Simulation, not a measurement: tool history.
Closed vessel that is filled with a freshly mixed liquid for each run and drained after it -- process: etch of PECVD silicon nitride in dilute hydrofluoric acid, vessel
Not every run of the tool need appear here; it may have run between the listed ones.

run    day  temperature setpoint of the liquid (°C)  parts of water to one part of 49 % hydrofluoric acid (parts by volume)  time in the liquid (s)  thickness taken off the PECVD silicon nitride on a monitor wafer (nm)
  1      0                                       23                                                                     145                    2885                                                                 30.978
  2  0.367                                       24                                                                     145                    2885                                                                 32.819
  3  0.633                                     22.5                                                                     150                    2885                                                                 29.103
  4  0.917                                     21.5                                                                     155                    2885                                                                 26.179
  5  1.104                                     21.5                                                                     110                    2885                                                                   36.9
  6  1.383                                     20.5                                                                     125                    2885                                                                  30.29
  7  1.688                                       20                                                                     135                    2885                                                                 27.117

Predict the results of run 8:
  8  1.721                                     19.5                                                                     140                    2885                                                                      ?

Run 8 produced thickness taken off the PECVD silicon nitride on a monitor wafer (nm) 25.19.

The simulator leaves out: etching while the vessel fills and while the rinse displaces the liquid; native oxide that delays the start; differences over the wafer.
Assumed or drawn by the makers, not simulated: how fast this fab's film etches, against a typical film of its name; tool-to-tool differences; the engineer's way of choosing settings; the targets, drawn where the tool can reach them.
